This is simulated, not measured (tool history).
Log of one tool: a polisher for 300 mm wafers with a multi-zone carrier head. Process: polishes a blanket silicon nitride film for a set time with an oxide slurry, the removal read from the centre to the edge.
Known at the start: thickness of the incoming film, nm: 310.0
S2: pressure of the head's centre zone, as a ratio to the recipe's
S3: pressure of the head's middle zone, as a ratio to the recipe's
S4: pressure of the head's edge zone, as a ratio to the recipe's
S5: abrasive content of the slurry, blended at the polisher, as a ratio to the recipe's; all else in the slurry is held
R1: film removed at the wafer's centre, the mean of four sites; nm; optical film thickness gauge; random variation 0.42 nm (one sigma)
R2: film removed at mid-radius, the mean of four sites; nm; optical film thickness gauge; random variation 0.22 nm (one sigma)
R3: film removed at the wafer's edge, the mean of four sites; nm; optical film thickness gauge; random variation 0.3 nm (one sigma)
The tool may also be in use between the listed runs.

{"run": 1, "hour": 0.0, "flow of slurry (ml/min)": 135, "S2": 1, "S3": 1, "S4": 1, "S5": 1, "polishing time (s)": 83, "R1": 39.135, "R2": 38.193, "R3": 38.728}
{"run": 2, "hour": 4.7, "flow of slurry (ml/min)": 135, "S2": 1, "S3": 0.96, "S4": 1, "S5": 1, "polishing time (s)": 83, "R1": 38.811, "R2": 36.571, "R3": 38.361}
{"run": 3, "hour": 11.9, "flow of slurry (ml/min)": 135, "S2": 1, "S3": 0.96, "S4": 1, "S5": 0.9, "polishing time (s)": 83, "R1": 37.494, "R2": 34.867, "R3": 36.94}
{"run": 4, "hour": 13.3, "flow of slurry (ml/min)": 135, "S2": 1, "S3": 0.96, "S4": 1, "S5": 0.9, "polishing time (s)": 67, "R1": 29.858, "R2": 28.192, "R3": 29.982}
{"run": 5, "hour": 21.8, "flow of slurry (ml/min)": 145, "S2": 1.01, "S3": 0.95, "S4": 1.05, "S5": 0.95, "polishing time (s)": 67, "R1": 31.458, "R2": 29.452, "R3": 32.442}
{"run": 6, "hour": 29.1, "flow of slurry (ml/min)": 160, "S2": 1.02, "S3": 0.94, "S4": 1.08, "S5": 0.95, "polishing time (s)": 67, "R1": 32.079, "R2": 29.972, "R3": 32.957}

Run 7 comes next. What will it give?
{"run": 7, "hour": 30.1, "flow of slurry (ml/min)": 165, "S2": 1.03, "S3": 0.93, "S4": 1.11, "S5": 1, "polishing time (s)": 67, "R1": "?", "R2": "?", "R3": "?"}

{"run 7": {"R1": 33.621, "R2": 30.606, "R3": 34.195}}
